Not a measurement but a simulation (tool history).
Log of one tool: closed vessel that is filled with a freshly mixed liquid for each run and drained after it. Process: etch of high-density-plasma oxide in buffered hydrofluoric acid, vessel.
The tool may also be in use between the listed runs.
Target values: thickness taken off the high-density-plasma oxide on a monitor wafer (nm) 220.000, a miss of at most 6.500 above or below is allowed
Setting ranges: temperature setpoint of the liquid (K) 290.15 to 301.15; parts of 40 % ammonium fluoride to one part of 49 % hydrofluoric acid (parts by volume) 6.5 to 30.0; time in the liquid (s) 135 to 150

| run | hour | temperature setpoint of the liquid (K) | parts of 40 % ammonium fluoride to one part of 49 % hydrofluoric acid (parts by volume) | time in the liquid (s) | thickness taken off the high-density-plasma oxide on a monitor wafer (nm) |
|---|---|---|---|---|---|
| 1 | 0.0 | 293.15 | 19.5 | 135 | 85.845 |
| 2 | 3.4 | 296.65 | 19.5 | 135 | 104.650 |
| 3 | 5.3 | 297.15 | 18.0 | 135 | 117.200 |
| 4 | 12.3 | 297.15 | 18.0 | 135 | 116.920 |
| 5 | 13.0 | 297.15 | 18.0 | 135 | 116.520 |
| 6 | 14.9 | 297.15 | 23.5 | 135 | 95.035 |
| 7 | 18.3 | 297.65 | 21.0 | 135 | 105.180 |
| 8 | 24.8 | 298.15 | 19.0 | 135 | 116.360 |
| 9 | 31.0 | 301.15 | 12.5 | 135 | 208.040 |

Of the 4 settings listed for the next run, only one would bring every result within its allowed miss of target. Which one?
| A | 37.2 | 301.15 | 12.0 | 145 | ? |
| B | 37.2 | 300.15 | 12.5 | 135 | ? |
| C | 37.2 | 301.15 | 14.5 | 145 | ? |
| D | 37.2 | 301.15 | 13.0 | 150 | ? |

| move | thickness taken off the high-density-plasma oxide on a monitor wafer (nm) |
|---|---|
| A | 231.650 |
| B | 196.470 |
| C | 192.490 |
| D | 221.600 |
A: takes the result that was furthest off past its target
B: misses by more than the last run did
C: misses by more than the last run did
D: all results in spec
D meets every target.
